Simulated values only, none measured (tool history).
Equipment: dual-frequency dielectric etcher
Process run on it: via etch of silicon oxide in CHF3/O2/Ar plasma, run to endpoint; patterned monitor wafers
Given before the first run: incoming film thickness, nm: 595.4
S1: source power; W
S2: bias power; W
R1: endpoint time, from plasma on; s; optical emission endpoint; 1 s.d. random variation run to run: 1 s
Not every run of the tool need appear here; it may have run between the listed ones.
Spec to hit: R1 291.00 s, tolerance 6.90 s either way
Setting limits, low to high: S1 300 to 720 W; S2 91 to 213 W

run 1 day=0.000 | S1=510 S2=152 | R1=343.08
run 2 day=0.146 | S1=440 S2=152 | R1=359.27
run 3 day=0.362 | S1=440 S2=165 | R1=347.69
run 4 day=0.638 | S1=400 S2=165 | R1=358.23
run 5 day=0.958 | S1=340 S2=165 | R1=379.92
run 6 day=1.042 | S1=430 S2=165 | R1=352.94
run 7 day=1.112 | S1=430 S2=165 | R1=349.26
run 8 day=1.333 | S1=480 S2=168 | R1=335.00
run 9 day=1.529 | S1=580 S2=185 | R1=301.67
run 10 day=1.683 | S1=580 S2=185 | R1=299.12

Which single option among these 4 for the next run brings every result within its allowed miss of target? Just one does.
run A day=1.838 | S1=520 S2=179 | R1=?
run B day=1.838 | S1=560 S2=176 | R1=?
run C day=1.838 | S1=540 S2=181 | R1=?
run D day=1.838 | S1=590 S2=191 | R1=?

move=A R1=315.66
move=B R1=309.43
move=C R1=309.84
move=D R1=293.09
A: misses by more than the last run did
B: misses by more than the last run did
C: misses by more than the last run did
D: hits every target within its allowed miss
D meets every target.
